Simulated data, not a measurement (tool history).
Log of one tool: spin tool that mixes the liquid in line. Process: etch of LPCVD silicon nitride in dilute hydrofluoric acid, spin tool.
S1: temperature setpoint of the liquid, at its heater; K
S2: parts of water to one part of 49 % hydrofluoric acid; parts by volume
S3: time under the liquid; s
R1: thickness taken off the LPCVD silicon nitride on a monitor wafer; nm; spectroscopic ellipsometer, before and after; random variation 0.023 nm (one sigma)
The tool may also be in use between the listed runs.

run	day	S1	S2	S3	R1
1	0.000	296.15	125	300	1.1690
2	0.300	298.15	125	300	1.4251
3	0.625	298.15	125	325	1.5701
4	0.783	298.15	125	300	1.4228
5	1.096	296.65	130	300	1.2019
6	1.342	296.65	110	300	1.4918

The next listed run, before its measurement:
7	1.617	295.15	115	300	?

R1: 1.1944 nm
